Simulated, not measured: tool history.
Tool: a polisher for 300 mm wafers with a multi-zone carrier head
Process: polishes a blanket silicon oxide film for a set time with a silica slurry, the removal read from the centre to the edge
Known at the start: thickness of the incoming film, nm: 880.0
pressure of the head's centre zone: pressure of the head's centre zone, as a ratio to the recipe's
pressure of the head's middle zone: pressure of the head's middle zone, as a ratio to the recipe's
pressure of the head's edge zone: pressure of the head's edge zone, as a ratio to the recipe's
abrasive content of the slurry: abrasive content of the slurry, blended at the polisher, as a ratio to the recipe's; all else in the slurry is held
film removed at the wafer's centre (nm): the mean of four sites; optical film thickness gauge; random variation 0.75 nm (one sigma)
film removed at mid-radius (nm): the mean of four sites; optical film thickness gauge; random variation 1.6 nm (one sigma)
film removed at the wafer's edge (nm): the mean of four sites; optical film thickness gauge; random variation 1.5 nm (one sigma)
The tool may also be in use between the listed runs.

| run | day | flow of slurry (ml/min) | pressure of the head's centre zone | pressure of the head's middle zone | pressure of the head's edge zone | abrasive content of the slurry | polishing time (s) | film removed at the wafer's centre (nm) | film removed at mid-radius (nm) | film removed at the wafer's edge (nm) |
|---|---|---|---|---|---|---|---|---|---|---|
| 1 | 0 | 155 | 1 | 1 | 1 | 1 | 73 | 199.7 | 208.93 | 201.71 |
| 2 | 0.121 | 145 | 0.96 | 0.98 | 0.97 | 0.85 | 67 | 160.94 | 164.51 | 168.09 |
| 3 | 0.421 | 140 | 0.93 | 1 | 0.93 | 0.75 | 64 | 131.84 | 148.52 | 140.14 |
| 4 | 0.733 | 140 | 0.93 | 0.94 | 0.93 | 0.75 | 64 | 132.5 | 135.68 | 140.15 |
| 5 | 0.783 | 140 | 0.93 | 0.94 | 0.87 | 0.75 | 64 | 132.86 | 139.42 | 140.18 |
| 6 | 1.008 | 175 | 0.93 | 0.94 | 0.87 | 0.75 | 64 | 138.87 | 144.82 | 141.33 |
| 7 | 1.275 | 170 | 0.9 | 0.93 | 0.86 | 0.7 | 64 | 125.18 | 133.44 | 132.27 |
| 8 | 1.475 | 175 | 0.88 | 0.92 | 0.85 | 0.65 | 64 | 116.51 | 129.09 | 123.96 |
| 9 | 1.779 | 175 | 0.86 | 0.91 | 0.84 | 0.65 | 64 | 113.77 | 121.24 | 123.85 |
| 10 | 1.938 | 130 | 0.83 | 0.97 | 0.81 | 0.5 | 64 | 79.867 | 96.223 | 88.857 |
| 11 | 2.229 | 150 | 0.83 | 0.96 | 0.83 | 0.5 | 63 | 80.224 | 94.037 | 90.072 |
| 12 | 2.454 | 170 | 0.84 | 0.97 | 0.86 | 0.5 | 63 | 83.202 | 100.27 | 93.041 |
| 13 | 2.696 | 180 | 0.85 | 0.96 | 0.89 | 0.5 | 63 | 84.044 | 98.877 | 94.481 |
| 14 | 2.888 | 205 | 0.92 | 1.01 | 0.99 | 0.75 | 64 | 142.19 | 156.53 | 145.42 |
| 15 | 3.142 | 195 | 0.89 | 0.99 | 0.95 | 0.7 | 64 | 129.17 | 141.87 | 139.09 |
| 16 | 3.396 | 175 | 0.88 | 0.98 | 0.92 | 0.7 | 64 | 124.95 | 140.87 | 131.9 |
| 17 | 3.529 | 160 | 0.87 | 0.97 | 0.91 | 0.7 | 64 | 121.03 | 140.57 | 135.79 |
| 18 | 3.55 | 150 | 0.87 | 0.97 | 0.9 | 0.7 | 64 | 119.98 | 136.68 | 127.55 |
| 19 | 3.871 | 140 | 0.86 | 0.96 | 0.9 | 0.65 | 64 | 108.94 | 128 | 122.41 |

The next listed run, before its measurement:
| 20 | 3.971 | 105 | 0.88 | 0.9 | 0.81 | 0.6 | 63 | ? | ? | ? |

Run 20 gave film removed at the wafer's centre (nm) 95.251, film removed at mid-radius (nm) 103.03, film removed at the wafer's edge (nm) 105.06.
